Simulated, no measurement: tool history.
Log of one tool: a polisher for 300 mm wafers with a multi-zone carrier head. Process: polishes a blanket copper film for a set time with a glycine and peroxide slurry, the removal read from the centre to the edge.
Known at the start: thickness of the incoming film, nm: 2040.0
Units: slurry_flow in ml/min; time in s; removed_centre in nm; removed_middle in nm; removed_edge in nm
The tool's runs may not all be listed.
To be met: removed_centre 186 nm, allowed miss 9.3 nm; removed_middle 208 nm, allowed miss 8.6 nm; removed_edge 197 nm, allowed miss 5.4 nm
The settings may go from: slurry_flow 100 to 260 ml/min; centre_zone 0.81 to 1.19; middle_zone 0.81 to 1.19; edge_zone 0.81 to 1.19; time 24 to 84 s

{"run": 1, "hour": 0.0, "slurry_flow": 165, "centre_zone": 1, "middle_zone": 1, "edge_zone": 1, "time": 54, "removed_centre": 224.31, "removed_middle": 239.56, "removed_edge": 245.07}
{"run": 2, "hour": 4.7, "slurry_flow": 165, "centre_zone": 0.96, "middle_zone": 1, "edge_zone": 1, "time": 54, "removed_centre": 214.57, "removed_middle": 241.93, "removed_edge": 243.14}
{"run": 3, "hour": 11.9, "slurry_flow": 195, "centre_zone": 0.96, "middle_zone": 1, "edge_zone": 1, "time": 54, "removed_centre": 223.54, "removed_middle": 251.09, "removed_edge": 249.53}
{"run": 4, "hour": 13.7, "slurry_flow": 195, "centre_zone": 0.96, "middle_zone": 1.07, "edge_zone": 1, "time": 54, "removed_centre": 219.32, "removed_middle": 256.18, "removed_edge": 247.84}
{"run": 5, "hour": 22.5, "slurry_flow": 195, "centre_zone": 0.96, "middle_zone": 1.07, "edge_zone": 0.94, "time": 54, "removed_centre": 218.76, "removed_middle": 254.83, "removed_edge": 241.91}
{"run": 6, "hour": 27.2, "slurry_flow": 195, "centre_zone": 0.96, "middle_zone": 1.07, "edge_zone": 0.94, "time": 47, "removed_centre": 189.97, "removed_middle": 222.11, "removed_edge": 211.86}
{"hour": 35.8, "done": "centre zone pressure recalibrated"}
{"run": 7, "hour": 35.8, "slurry_flow": 185, "centre_zone": 0.97, "middle_zone": 1.07, "edge_zone": 0.92, "time": 47, "removed_centre": 204.63, "removed_middle": 225.92, "removed_edge": 208.14}
{"run": 8, "hour": 40.5, "slurry_flow": 180, "centre_zone": 0.96, "middle_zone": 1.05, "edge_zone": 0.92, "time": 46, "removed_centre": 198.76, "removed_middle": 212.51, "removed_edge": 198.27}
{"run": 9, "hour": 43.1, "slurry_flow": 165, "centre_zone": 0.91, "middle_zone": 1.06, "edge_zone": 0.96, "time": 46, "removed_centre": 188.49, "removed_middle": 212.2, "removed_edge": 207.11}
{"run": 10, "hour": 46.7, "slurry_flow": 165, "centre_zone": 0.91, "middle_zone": 1.06, "edge_zone": 0.95, "time": 46, "removed_centre": 187.56, "removed_middle": 211.88, "removed_edge": 203.09}
{"run": 11, "hour": 52.3, "slurry_flow": 165, "centre_zone": 0.91, "middle_zone": 1.06, "edge_zone": 0.94, "time": 46, "removed_centre": 187.15, "removed_middle": 213.94, "removed_edge": 203.5}

Which of these 5 next moves meets every target?
{"run": "A", "hour": 57.9, "slurry_flow": 180, "centre_zone": 0.93, "middle_zone": 0.99, "edge_zone": 1.04, "time": 46, "removed_centre": "?", "removed_middle": "?", "removed_edge": "?"}
{"run": "B", "hour": 57.9, "slurry_flow": 165, "centre_zone": 0.94, "middle_zone": 1.03, "edge_zone": 0.99, "time": 46, "removed_centre": "?", "removed_middle": "?", "removed_edge": "?"}
{"run": "C", "hour": 57.9, "slurry_flow": 135, "centre_zone": 0.92, "middle_zone": 1.06, "edge_zone": 0.91, "time": 46, "removed_centre": "?", "removed_middle": "?", "removed_edge": "?"}
{"run": "D", "hour": 57.9, "slurry_flow": 100, "centre_zone": 0.94, "middle_zone": 1.02, "edge_zone": 0.93, "time": 50, "removed_centre": "?", "removed_middle": "?", "removed_edge": "?"}
{"run": "E", "hour": 57.9, "slurry_flow": 110, "centre_zone": 0.93, "middle_zone": 0.95, "edge_zone": 0.92, "time": 49, "removed_centre": "?", "removed_middle": "?", "removed_edge": "?"}

move=A removed_centre=192.71 removed_middle=204.05 removed_edge=218.46
move=B removed_centre=192.9 removed_middle=208.32 removed_edge=211.81
move=C removed_centre=184.35 removed_middle=208.48 removed_edge=200.43
move=D removed_centre=197.4 removed_middle=213.18 removed_edge=215.24
move=E removed_centre=193.52 removed_middle=200.22 removed_edge=211.56
A: further off than the last run
B: further off than the last run
C: meets every target
D: further off than the last run
E: further off than the last run
The right move is C.
